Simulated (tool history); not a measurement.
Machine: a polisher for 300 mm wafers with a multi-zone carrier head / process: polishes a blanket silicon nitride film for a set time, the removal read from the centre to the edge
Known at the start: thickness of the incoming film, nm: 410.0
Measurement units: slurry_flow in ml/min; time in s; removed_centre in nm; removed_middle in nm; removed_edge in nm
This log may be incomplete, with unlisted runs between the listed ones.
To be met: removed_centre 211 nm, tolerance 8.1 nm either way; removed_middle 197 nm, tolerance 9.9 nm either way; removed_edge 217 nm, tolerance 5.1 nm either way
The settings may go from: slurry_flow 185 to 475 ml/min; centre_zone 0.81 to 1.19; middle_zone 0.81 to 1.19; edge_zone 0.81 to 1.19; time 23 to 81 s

Run 1, day 0: slurry_flow 305 ml/min, centre_zone 1, middle_zone 1, edge_zone 1, time 52 s. Result: removed_centre 152.56 nm, removed_middle 152.63 nm, removed_edge 153.15 nm.
Run 2, day 0.267: slurry_flow 305 ml/min, centre_zone 1, middle_zone 1, edge_zone 1, time 45 s. Result: removed_centre 132.98 nm, removed_middle 128.64 nm, removed_edge 133.86 nm.
Run 3, day 0.579: slurry_flow 370 ml/min, centre_zone 1, middle_zone 1, edge_zone 1, time 45 s. Result: removed_centre 134.99 nm, removed_middle 135.56 nm, removed_edge 133.18 nm.
Run 4, day 0.738: slurry_flow 360 ml/min, centre_zone 1.01, middle_zone 0.99, edge_zone 1.03, time 49 s. Result: removed_centre 145.88 nm, removed_middle 145.73 nm, removed_edge 148.32 nm.
Run 5, day 0.904: slurry_flow 360 ml/min, centre_zone 0.96, middle_zone 0.99, edge_zone 1.03, time 49 s. Result: removed_centre 140.73 nm, removed_middle 145.75 nm, removed_edge 149.09 nm.
Run 6, day 1.038: slurry_flow 360 ml/min, centre_zone 0.96, middle_zone 0.99, edge_zone 1.03, time 41 s. Result: removed_centre 119.04 nm, removed_middle 118.05 nm, removed_edge 124.2 nm.
Run 7, day 1.212: slurry_flow 350 ml/min, centre_zone 0.99, middle_zone 0.98, edge_zone 1.05, time 46 s. Result: removed_centre 133.69 nm, removed_middle 131.41 nm, removed_edge 139.71 nm.
Run 8, day 1.246: slurry_flow 340 ml/min, centre_zone 1.01, middle_zone 0.98, edge_zone 1.06, time 50 s. Result: removed_centre 151.63 nm, removed_middle 149.07 nm, removed_edge 152.61 nm.
Run 9, day 1.275: slurry_flow 330 ml/min, centre_zone 1.01, middle_zone 0.96, edge_zone 1.07, time 53 s. Result: removed_centre 160.49 nm, removed_middle 152.65 nm, removed_edge 162.24 nm.
Run 10, day 1.558: slurry_flow 325 ml/min, centre_zone 1.01, middle_zone 0.95, edge_zone 1.08, time 56 s. Result: removed_centre 164.88 nm, removed_middle 159.91 nm, removed_edge 171.86 nm.

Exactly one of the 5 candidate moves below puts every result within its allowed miss. Which one?
Run A, day 1.842: slurry_flow 310 ml/min, centre_zone 0.99, middle_zone 0.91, edge_zone 1.13, time 72 s. Result: removed_centre ?, removed_middle ?, removed_edge ?.
Run B, day 1.842: slurry_flow 325 ml/min, centre_zone 1.01, middle_zone 0.91, edge_zone 1.13, time 66 s. Result: removed_centre ?, removed_middle ?, removed_edge ?.
Run C, day 1.842: slurry_flow 320 ml/min, centre_zone 1.02, middle_zone 0.94, edge_zone 1.1, time 70 s. Result: removed_centre ?, removed_middle ?, removed_edge ?.
Run D, day 1.842: slurry_flow 315 ml/min, centre_zone 0.91, middle_zone 1.08, edge_zone 1.05, time 72 s. Result: removed_centre ?, removed_middle ?, removed_edge ?.
Run E, day 1.842: slurry_flow 185 ml/min, centre_zone 0.95, middle_zone 0.81, edge_zone 1.16, time 75 s. Result: removed_centre ?, removed_middle ?, removed_edge ?.

move  removed_centre  removed_middle  removed_edge
   A          212.37          194.84        224.59
   B          199.67          179.43        206.62
   C          213.57          195.15        215.82
   D          195.66          225.17        216.22
   E          195.34          171.55        224.72
A: takes the biggest miss from the last run beyond its target
B: better than the last run, though not everything is in spec
C: in spec on every target
D: the worst result of the last run now meets its target, but another is out of spec
E: takes the biggest miss from the last run beyond its target
Answer: C
